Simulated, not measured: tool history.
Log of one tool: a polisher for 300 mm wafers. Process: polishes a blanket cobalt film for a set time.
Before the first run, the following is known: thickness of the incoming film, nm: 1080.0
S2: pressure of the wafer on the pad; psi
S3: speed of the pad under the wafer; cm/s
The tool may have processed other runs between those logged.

{"run": 1, "hour": 0.0, "flow of slurry (ml/min)": 185, "S2": 1.9, "S3": 82, "polishing time (s)": 18, "film removed (nm)": 82.795}
{"run": 2, "hour": 5.1, "flow of slurry (ml/min)": 185, "S2": 1.9, "S3": 82, "polishing time (s)": 18, "film removed (nm)": 81.73}
{"run": 3, "hour": 12.2, "flow of slurry (ml/min)": 190, "S2": 2, "S3": 82, "polishing time (s)": 18, "film removed (nm)": 85.296}
{"run": 4, "hour": 16.3, "flow of slurry (ml/min)": 190, "S2": 1.6, "S3": 82, "polishing time (s)": 18, "film removed (nm)": 69.937}
{"run": 5, "hour": 20.6, "flow of slurry (ml/min)": 190, "S2": 1.8, "S3": 82, "polishing time (s)": 18, "film removed (nm)": 78.237}
{"run": 6, "hour": 28.5, "flow of slurry (ml/min)": 190, "S2": 1.9, "S3": 82, "polishing time (s)": 18, "film removed (nm)": 83.815}

Estimate the outcome of run 7 from the log above:
{"run": 7, "hour": 33.2, "flow of slurry (ml/min)": 190, "S2": 1.9, "S3": 82, "polishing time (s)": 18, "film removed (nm)": "?"}

film removed (nm): 82.331
